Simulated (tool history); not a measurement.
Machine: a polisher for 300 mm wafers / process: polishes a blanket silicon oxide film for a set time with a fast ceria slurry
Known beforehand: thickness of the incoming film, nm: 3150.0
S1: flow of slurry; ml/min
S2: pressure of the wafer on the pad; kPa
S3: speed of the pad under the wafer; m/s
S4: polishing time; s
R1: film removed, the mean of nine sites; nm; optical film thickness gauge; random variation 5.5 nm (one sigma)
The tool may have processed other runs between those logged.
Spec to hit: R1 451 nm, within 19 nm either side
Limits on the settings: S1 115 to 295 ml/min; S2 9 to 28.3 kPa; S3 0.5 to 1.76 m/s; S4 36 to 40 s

| run | hour | S1 | S2 | S3 | S4 | R1 |
|---|---|---|---|---|---|---|
| 1 | 0 | 190 | 18.6 | 1.12 | 40 | 781.9 |
| 2 | 4 | 225 | 18.6 | 1.12 | 40 | 820.35 |
| 3 | 5.6 | 225 | 20.7 | 1.12 | 40 | 855.91 |
| 4 | 6.3 | 225 | 17.9 | 1.04 | 40 | 737.11 |
| 5 | 7.8 | 200 | 17.9 | 1.04 | 40 | 708.99 |
| 6 | 13.8 | 225 | 17.9 | 1.04 | 40 | 737.55 |
| 7 | 22.6 | 180 | 13.1 | 1 | 40 | 549.23 |
| 8 | 30.9 | 180 | 12.4 | 1 | 40 | 532.7 |
| 9 | 39 | 180 | 11.7 | 1 | 40 | 531.04 |
| 10 | 44.5 | 175 | 11 | 0.98 | 40 | 480 |

Pick the move, out of 4, that brings all results within their allowed miss; only one does.
| A | 50 | 170 | 10.3 | 1.06 | 36 | ? |
| B | 50 | 165 | 13.1 | 0.96 | 38 | ? |
| C | 50 | 145 | 9 | 1.22 | 38 | ? |
| D | 50 | 175 | 9.7 | 1.14 | 39 | ? |

| move | R1 |
|---|---|
| A | 457.86 |
| B | 506.15 |
| C | 498.08 |
| D | 513.4 |
A: every result within its allowed miss
B: further off than the last run
C: further off than the last run
D: further off than the last run
Go with A: it meets all targets.

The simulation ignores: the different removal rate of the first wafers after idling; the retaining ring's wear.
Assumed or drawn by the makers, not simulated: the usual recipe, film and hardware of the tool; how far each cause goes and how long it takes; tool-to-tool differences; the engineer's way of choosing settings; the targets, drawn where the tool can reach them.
